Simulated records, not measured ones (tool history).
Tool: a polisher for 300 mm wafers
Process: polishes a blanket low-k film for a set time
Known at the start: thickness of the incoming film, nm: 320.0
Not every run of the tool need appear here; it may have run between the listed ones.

| run | hour | flow of slurry (ml/min) | pressure of the wafer on the pad (kPa) | speed of the pad under the wafer (cm/s) | abrasive content of the slurry | polishing time (s) | film removed (angstrom) |
|---|---|---|---|---|---|---|---|
| 1 | 0.0 | 130 | 8.3 | 122 | 1.0 | 90 | 296.90 |
| 2 | 5.4 | 140 | 9.0 | 122 | 1.0 | 90 | 316.81 |
| 3 | 9.2 | 140 | 9.7 | 124 | 1.0 | 90 | 343.23 |
| 4 | 10.9 | 140 | 9.7 | 124 | 1.0 | 90 | 332.55 |
| 5 | 14.3 | 140 | 11.0 | 124 | 1.0 | 90 | 374.97 |
| 6 | 21.6 | 120 | 11.0 | 124 | 1.0 | 90 | 362.24 |
| 7 | 25.8 | 135 | 11.7 | 124 | 1.0 | 90 | 390.35 |

Expected results for the next run?
| 8 | 33.0 | 135 | 11.7 | 124 | 1.0 | 90 | ? |

{"run 8": {"film removed (angstrom)": 399.66}}
